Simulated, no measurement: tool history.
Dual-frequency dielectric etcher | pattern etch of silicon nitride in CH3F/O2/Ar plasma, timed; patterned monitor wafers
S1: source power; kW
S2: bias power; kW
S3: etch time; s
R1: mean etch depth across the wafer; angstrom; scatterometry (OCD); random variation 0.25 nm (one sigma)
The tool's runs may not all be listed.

run    day    S1     S2  S3      R1
  1      0  0.47  0.078  41  316.73
  2  0.208  0.51  0.078  41  331.22
  3  0.483  0.53  0.079  41  344.63
  4  0.508  0.54  0.079  41  345.07
  5  0.817  0.55  0.079  41  346.36
  6  0.942  0.56  0.079  41  352.62
  7  1.308  0.57  0.079  41   352.7
  8  1.512  0.58  0.079  41  357.73
  9  1.617  0.59  0.079  41  356.85

Forecast run 10:
 10  1.942  0.6  0.079  41   ?

{"run 10": {"R1": 364.15}}

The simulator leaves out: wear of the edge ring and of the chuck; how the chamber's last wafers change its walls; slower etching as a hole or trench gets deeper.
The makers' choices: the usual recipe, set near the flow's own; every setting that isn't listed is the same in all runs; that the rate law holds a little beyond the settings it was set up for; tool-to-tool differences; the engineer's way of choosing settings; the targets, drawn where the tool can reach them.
